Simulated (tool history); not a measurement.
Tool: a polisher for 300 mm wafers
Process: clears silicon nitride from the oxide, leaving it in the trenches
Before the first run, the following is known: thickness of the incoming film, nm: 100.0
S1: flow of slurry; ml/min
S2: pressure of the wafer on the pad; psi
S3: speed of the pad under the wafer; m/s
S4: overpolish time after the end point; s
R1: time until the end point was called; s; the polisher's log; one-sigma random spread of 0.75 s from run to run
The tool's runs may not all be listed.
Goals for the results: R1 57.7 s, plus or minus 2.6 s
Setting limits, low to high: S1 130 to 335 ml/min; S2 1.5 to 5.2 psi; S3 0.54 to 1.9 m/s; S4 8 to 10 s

run	hour	S1	S2	S3	S4	R1
1	0	215	3.3	1.22	10	90.768
2	8	215	3.3	1	10	109.56
3	14	215	3.5	1	10	104.27
4	16	195	3.5	1	10	106.68
5	22.2	200	3.7	1.02	10	99.736
6	23.4	205	3.9	1.04	10	91.624
7	32.1	210	4	1.06	10	87.378
8	39.3	215	4.1	1.06	10	85.518
9	40.9	215	4.2	1.08	10	82.342
10	43.2	215	4.3	1.1	10	80.112
11	47.4	215	4.4	1.12	10	76.673
12	53	220	5.2	1.18	10	61.059

Which single option among these 4 for the next run brings every result within its allowed miss of target? Just one does.
A	58.6	250	5	1.2	10	?
B	58.6	245	5.1	1.18	10	?
C	58.6	220	5.2	1.16	8	?
D	58.6	205	5.2	1.28	9	?

move	R1
A	62.668
B	62.68
C	63.626
D	58.748
A: further off than the last run
B: further off than the last run
C: further off than the last run
D: every result within its allowed miss
Correct choice: D, which meets every target
